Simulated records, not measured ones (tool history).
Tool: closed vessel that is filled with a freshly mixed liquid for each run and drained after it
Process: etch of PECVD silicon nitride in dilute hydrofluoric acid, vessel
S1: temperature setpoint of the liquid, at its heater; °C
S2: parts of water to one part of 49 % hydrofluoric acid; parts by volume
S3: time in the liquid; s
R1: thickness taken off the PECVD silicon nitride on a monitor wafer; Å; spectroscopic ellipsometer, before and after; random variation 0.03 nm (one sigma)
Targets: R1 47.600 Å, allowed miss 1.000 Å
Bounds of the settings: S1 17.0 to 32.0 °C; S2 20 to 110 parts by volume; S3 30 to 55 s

run,hour,S1,S2,S3,R1
1,0.0,24.0,60,55,25.834
2,4.2,26.0,60,55,29.848
3,11.4,26.0,60,55,29.543
4,14.8,26.0,70,55,25.536
5,16.8,27.5,65,55,30.182
6,24.3,28.5,60,55,34.374
7,33.7,29.5,60,55,36.694
8,41.5,30.0,60,55,38.517

5 next moves are on the table. One of them brings every result within its allowed miss. Which?
A,49.3,32.0,55,55,?
B,49.3,26.0,35,55,?
C,49.3,28.0,40,55,?
D,49.3,30.0,45,55,?
E,49.3,29.5,55,55,?

move,R1
A,47.079
B,49.679
C,49.797
D,50.535
E,40.124
A: meets every target
B: takes the result that was furthest off past its target
C: takes the result that was furthest off past its target
D: takes the result that was furthest off past its target
E: nearer than the last run, and not there yet
Move A is the one to make.
